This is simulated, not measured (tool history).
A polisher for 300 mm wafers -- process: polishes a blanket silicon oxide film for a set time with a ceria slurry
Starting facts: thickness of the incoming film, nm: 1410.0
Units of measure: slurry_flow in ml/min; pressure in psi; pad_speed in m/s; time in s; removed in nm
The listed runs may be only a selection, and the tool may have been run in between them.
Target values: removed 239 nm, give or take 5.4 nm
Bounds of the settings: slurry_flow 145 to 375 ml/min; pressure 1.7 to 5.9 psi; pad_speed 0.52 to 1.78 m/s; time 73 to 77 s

run  hour  slurry_flow  pressure  pad_speed  time  removed
  1     0          240       3.8       1.14    73   357.53
  2   8.6          240       3.8       1.32    73   416.59
  3  15.3          235       3.1       1.32    73   337.81
  4  23.6          190       3.1       1.32    73   329.59
  5  27.9          190       3.1       1.46    73   367.41
  6  30.8          190       3.1       1.46    77   381.32
  7  36.2          180       2.6       1.44    77   318.81
  8  43.4          175       2.3       1.44    77   281.18
  9  49.8          155       1.8       1.44    77   217.75
 10  57.7          215       1.8       1.44    77    226.5

Which of these 5 next moves meets every target?
  A  65.6          265       1.7       1.42    73        ?
  B  65.6          225       1.8       1.44    74        ?
  C  65.6          195       1.7       1.54    73        ?
  D  65.6          185       1.8       1.44    73        ?
  E  65.6          235       1.9       1.48    73        ?

move  removed
   A   208.58
   B   221.77
   C   216.96
   D   212.57
   E   237.73
A: misses by more than the last run did
B: misses by more than the last run did
C: misses by more than the last run did
D: misses by more than the last run did
E: all results land within tolerance of their targets
Correct choice: E, which meets every target

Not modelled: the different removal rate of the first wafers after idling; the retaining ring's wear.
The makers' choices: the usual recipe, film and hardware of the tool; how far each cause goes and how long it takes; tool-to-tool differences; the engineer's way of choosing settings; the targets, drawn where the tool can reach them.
